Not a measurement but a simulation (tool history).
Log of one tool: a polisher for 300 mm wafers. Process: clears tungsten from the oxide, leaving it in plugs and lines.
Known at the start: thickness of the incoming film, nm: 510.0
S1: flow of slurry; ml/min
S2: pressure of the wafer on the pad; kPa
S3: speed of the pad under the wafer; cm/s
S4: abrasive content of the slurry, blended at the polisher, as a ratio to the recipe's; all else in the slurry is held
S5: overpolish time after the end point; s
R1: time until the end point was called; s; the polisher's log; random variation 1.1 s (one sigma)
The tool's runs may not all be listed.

run  hour   S1    S2  S3  S4  S5      R1
  1     0  210  33.8  94   1   8  84.012
  2   2.4  260  33.8  94   1   8  83.737
  3   3.2  260  35.9  96   1   8  74.874
  4   9.1  260  35.9  96   1   8  75.368
  5  15.2  230  35.9  96   1   8  72.787
  6  18.8  230  36.5  96   1   8  75.967
  7  25.2  230  38.6  96   1   8  72.249
  8  31.5  230    40  96   1   8   69.02

Run 9 comes next. What will it give?
  9  33.5  230  41.4  96   1   8   ?

R1: 66.637 s
